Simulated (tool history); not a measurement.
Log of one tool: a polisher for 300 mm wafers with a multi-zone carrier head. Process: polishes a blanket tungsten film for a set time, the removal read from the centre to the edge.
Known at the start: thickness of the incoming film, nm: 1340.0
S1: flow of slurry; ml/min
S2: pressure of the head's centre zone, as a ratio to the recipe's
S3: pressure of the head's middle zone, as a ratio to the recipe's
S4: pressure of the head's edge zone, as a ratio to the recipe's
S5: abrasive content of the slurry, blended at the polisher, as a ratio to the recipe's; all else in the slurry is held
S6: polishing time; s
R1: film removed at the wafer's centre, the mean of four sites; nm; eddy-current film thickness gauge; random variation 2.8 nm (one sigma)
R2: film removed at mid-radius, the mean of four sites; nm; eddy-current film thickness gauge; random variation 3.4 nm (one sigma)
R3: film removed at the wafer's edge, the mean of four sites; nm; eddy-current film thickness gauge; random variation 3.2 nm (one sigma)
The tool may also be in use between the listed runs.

run	day	S1	S2	S3	S4	S5	S6	R1	R2	R3
1	0	145	1	1	1	1	74	402.25	382.64	396.36
2	0.054	145	1	0.94	1	1	74	396.61	368.83	398.38
3	0.392	140	0.99	0.93	0.98	0.95	74	390.12	357.37	388.44
4	0.712	140	0.99	0.93	0.98	0.75	74	381.36	341.26	377.91
5	1.05	140	0.99	0.93	0.98	0.75	64	317.87	303.92	328.54
6	1.308	135	0.99	0.93	0.98	0.75	64	319.8	294.59	317.35
7	1.662	135	0.98	0.93	0.99	0.75	64	312.55	295.8	323.28
8	1.946	135	0.97	0.93	1	0.75	64	314.01	292.04	328.88

The next listed run, before its measurement:
9	2.112	135	0.97	0.93	1	0.75	64	?	?	?

{"run 9": {"R1": 309.74, "R2": 294.67, "R3": 327.22}}
